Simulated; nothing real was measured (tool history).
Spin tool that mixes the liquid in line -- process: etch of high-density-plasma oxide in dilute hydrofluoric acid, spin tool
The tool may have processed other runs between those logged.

run,hour,temperature setpoint of the liquid (°C),parts of water to one part of 49 % hydrofluoric acid (parts by volume),time under the liquid (s),thickness taken off the high-density-plasma oxide on a monitor wafer (nm)
1,0.0,22.0,55,20,1.7239
2,0.8,21.0,60,20,1.5187
3,2.4,21.0,50,20,1.8203
4,11.1,20.5,55,20,1.6377
5,19.4,18.0,55,20,1.4633
6,21.9,18.0,60,20,1.3362
7,23.8,17.5,65,20,1.1893

Predict the results of run 8:
8,24.9,17.0,65,20,?

{"run 8": {"thickness taken off the high-density-plasma oxide on a monitor wafer (nm)": 1.1833}}

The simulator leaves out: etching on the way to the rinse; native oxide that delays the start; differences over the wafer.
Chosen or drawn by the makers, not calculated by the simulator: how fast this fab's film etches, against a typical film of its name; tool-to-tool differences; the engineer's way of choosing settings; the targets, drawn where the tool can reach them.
